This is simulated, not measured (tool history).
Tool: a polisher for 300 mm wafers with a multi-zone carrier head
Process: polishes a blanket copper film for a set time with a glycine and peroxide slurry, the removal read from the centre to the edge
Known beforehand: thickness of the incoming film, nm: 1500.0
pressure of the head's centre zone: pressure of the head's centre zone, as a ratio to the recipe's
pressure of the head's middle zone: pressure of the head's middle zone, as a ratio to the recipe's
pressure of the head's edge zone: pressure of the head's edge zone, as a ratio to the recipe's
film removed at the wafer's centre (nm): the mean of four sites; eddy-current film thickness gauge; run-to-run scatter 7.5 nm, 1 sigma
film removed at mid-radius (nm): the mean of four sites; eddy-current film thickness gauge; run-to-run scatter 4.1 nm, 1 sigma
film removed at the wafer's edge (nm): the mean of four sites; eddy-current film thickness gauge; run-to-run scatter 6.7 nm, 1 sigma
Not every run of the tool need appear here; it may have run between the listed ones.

run,hour,flow of slurry (ml/min),pressure of the head's centre zone,pressure of the head's middle zone,pressure of the head's edge zone,polishing time (s),film removed at the wafer's centre (nm),film removed at mid-radius (nm),film removed at the wafer's edge (nm)
1,0,165,1,1,1,76,396.74,380.79,382.87
2,1.8,165,1,0.96,1,76,406.49,363.25,394.85
3,4.9,165,1,0.93,1,76,402.85,355.91,389.41
4,11.3,175,1.02,0.93,1.03,78,417.51,364.4,403.74
5,16.4,175,1.03,0.92,1.04,81,439.08,375.4,421.99
6,19.7,180,1.04,0.92,1.05,83,459.32,387.87,437.05
7,27.1,185,1.05,0.92,1.06,84,467.35,395.45,436.96

Estimate the outcome of run 8 from the log above:
8,28.6,185,1.05,0.91,1.07,86,?,?,?

film removed at the wafer's centre (nm): 491.74
film removed at mid-radius (nm): 403.66
film removed at the wafer's edge (nm): 458.85
